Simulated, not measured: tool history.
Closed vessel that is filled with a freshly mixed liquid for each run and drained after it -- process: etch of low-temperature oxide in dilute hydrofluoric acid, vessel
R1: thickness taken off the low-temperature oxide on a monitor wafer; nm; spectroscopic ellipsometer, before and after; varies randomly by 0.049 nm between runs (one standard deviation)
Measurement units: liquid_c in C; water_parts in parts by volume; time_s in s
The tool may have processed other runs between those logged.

run 1 hour=0 | liquid_c=23 water_parts=270 time_s=55 | R1=2.4664
run 2 hour=5.4 | liquid_c=25.5 water_parts=270 time_s=55 | R1=2.6197
run 3 hour=11.8 | liquid_c=25.5 water_parts=310 time_s=55 | R1=2.2246
run 4 hour=19.8 | liquid_c=25.5 water_parts=265 time_s=55 | R1=2.7529
run 5 hour=25.5 | liquid_c=25.5 water_parts=215 time_s=55 | R1=3.55
run 6 hour=31.1 | liquid_c=27 water_parts=195 time_s=55 | R1=4.2598
run 7 hour=39.6 | liquid_c=28 water_parts=185 time_s=55 | R1=4.6992
run 8 hour=47.4 | liquid_c=28.5 water_parts=180 time_s=55 | R1=4.9258
run 9 hour=53.3 | liquid_c=29 water_parts=175 time_s=55 | R1=5.1657

Run 10 comes next. What will it give?
run 10 hour=61.8 | liquid_c=29.5 water_parts=170 time_s=55 | R1=?

{"run 10": {"R1": 5.4091}}
